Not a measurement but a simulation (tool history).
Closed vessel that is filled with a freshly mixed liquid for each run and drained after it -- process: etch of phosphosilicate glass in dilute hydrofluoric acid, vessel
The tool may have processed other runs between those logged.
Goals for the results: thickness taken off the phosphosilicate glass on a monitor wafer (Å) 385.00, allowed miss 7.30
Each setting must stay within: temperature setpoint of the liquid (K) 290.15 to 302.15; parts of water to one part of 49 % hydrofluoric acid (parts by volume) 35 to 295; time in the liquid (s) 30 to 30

run,hour,temperature setpoint of the liquid (K),parts of water to one part of 49 % hydrofluoric acid (parts by volume),time in the liquid (s),thickness taken off the phosphosilicate glass on a monitor wafer (Å)
1,0.0,294.15,165,30,175.03
2,6.6,292.65,165,30,165.94
3,9.4,294.65,150,30,198.21
4,15.7,298.15,150,30,226.75
5,23.9,299.15,140,30,258.30
6,30.2,299.15,140,30,259.35
7,31.1,299.65,130,30,283.00
8,36.8,300.15,125,30,305.65

Of the 5 settings listed for the next run, only one would bring every result within its allowed miss of target. Which one?
A,42.5,300.65,100,30,?
B,42.5,302.15,105,30,?
C,42.5,301.15,110,30,?
D,42.5,299.65,100,30,?
E,42.5,299.15,95,30,?

move,thickness taken off the phosphosilicate glass on a monitor wafer (Å)
A,399.66
B,400.25
C,365.42
D,384.54
E,399.58
A: moves the result that the last run missed by most past its target, out the other side
B: moves the result that the last run missed by most past its target, out the other side
C: gains on the last run, yet a result remains outside its allowed miss
D: all results land within tolerance of their targets
E: moves the result that the last run missed by most past its target, out the other side
Go with D: it meets all targets.
